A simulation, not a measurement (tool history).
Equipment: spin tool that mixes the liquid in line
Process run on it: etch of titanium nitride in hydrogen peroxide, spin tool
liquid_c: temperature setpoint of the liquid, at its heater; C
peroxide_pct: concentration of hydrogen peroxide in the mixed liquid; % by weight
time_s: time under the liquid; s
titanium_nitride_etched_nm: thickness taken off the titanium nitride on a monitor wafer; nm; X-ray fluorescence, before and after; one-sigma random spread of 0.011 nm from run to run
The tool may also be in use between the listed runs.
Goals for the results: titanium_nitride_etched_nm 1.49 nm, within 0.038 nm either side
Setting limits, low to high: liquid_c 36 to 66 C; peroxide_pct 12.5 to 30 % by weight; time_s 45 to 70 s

run,day,liquid_c,peroxide_pct,time_s,titanium_nitride_etched_nm
1,0,52,24.5,70,3.2453
2,0.321,47.5,24.5,70,2.3016
3,0.579,47.5,28.5,70,2.4192
4,0.604,46,28.5,70,2.1416
5,0.908,43,28.5,70,1.7373
6,0.946,48.5,28.5,70,2.6156
# day 1.079: thermometer replaced
7,1.079,47,28.5,70,2.0223
8,1.433,46,28.5,70,1.8807
9,1.7,45.5,28.5,70,1.805
10,1.954,45,28.5,70,1.7681

Which of these 5 next moves meets every target?
A,2.208,46.5,30,70,?
B,2.208,50,26,45,?
C,2.208,47.5,28.5,45,?
D,2.208,45,28,60,?
E,2.208,50,30,60,?

move,titanium_nitride_etched_nm
A,1.9691
B,1.5837
C,1.3471
D,1.4872
E,2.1793
A: moves away from the targets compared with the last run
B: moves toward the targets from the last run without getting all of them in spec
C: the result that was furthest off in the last run now lies on the other side of its target
D: meets every target
E: moves away from the targets compared with the last run
So the answer is move D, the one that meets all the targets.
